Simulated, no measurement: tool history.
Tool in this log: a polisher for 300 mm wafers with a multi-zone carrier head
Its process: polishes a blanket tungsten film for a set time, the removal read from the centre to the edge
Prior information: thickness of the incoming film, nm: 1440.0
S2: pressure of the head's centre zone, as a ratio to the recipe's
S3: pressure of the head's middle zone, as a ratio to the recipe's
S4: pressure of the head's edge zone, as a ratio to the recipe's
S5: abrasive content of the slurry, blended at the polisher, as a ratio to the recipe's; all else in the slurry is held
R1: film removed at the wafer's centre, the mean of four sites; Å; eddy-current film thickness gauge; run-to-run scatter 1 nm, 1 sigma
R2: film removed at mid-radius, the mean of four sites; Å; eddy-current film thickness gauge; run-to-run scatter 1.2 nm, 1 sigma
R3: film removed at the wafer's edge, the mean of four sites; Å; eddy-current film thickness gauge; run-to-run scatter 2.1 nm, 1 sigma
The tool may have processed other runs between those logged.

Run 1, hour 0.0: flow of slurry (ml/min) 130, S2 1.00, S3 1.00, S4 1.00, S5 1.00, polishing time (s) 62. Result: R1 2672.6 Å, R2 2737.0 Å, R3 2688.5 Å.
Run 2, hour 8.0: flow of slurry (ml/min) 130, S2 1.00, S3 1.00, S4 1.00, S5 1.10, polishing time (s) 62. Result: R1 2729.2 Å, R2 2815.4 Å, R3 2855.1 Å.
Run 3, hour 9.3: flow of slurry (ml/min) 120, S2 0.97, S3 0.96, S4 0.97, S5 0.95, polishing time (s) 58. Result: R1 2343.9 Å, R2 2459.6 Å, R3 2467.8 Å.
Run 4, hour 17.0: flow of slurry (ml/min) 120, S2 0.97, S3 0.96, S4 0.97, S5 0.95, polishing time (s) 51. Result: R1 2030.3 Å, R2 2101.9 Å, R3 2141.0 Å.
Run 5, hour 20.9: flow of slurry (ml/min) 120, S2 0.97, S3 0.93, S4 0.97, S5 0.95, polishing time (s) 51. Result: R1 2068.4 Å, R2 2081.9 Å, R3 2136.1 Å.
Run 6, hour 28.8: flow of slurry (ml/min) 120, S2 0.97, S3 0.97, S4 0.97, S5 0.95, polishing time (s) 51. Result: R1 2046.3 Å, R2 2156.3 Å, R3 2167.6 Å.

Estimate the outcome of run 7 from the log above:
Run 7, hour 35.1: flow of slurry (ml/min) 120, S2 0.97, S3 0.94, S4 0.94, S5 0.85, polishing time (s) 49. Result: R1 ?, R2 ?, R3 ?.

R1: 1905.4 Å
R2: 1945.7 Å
R3: 2011.9 Å

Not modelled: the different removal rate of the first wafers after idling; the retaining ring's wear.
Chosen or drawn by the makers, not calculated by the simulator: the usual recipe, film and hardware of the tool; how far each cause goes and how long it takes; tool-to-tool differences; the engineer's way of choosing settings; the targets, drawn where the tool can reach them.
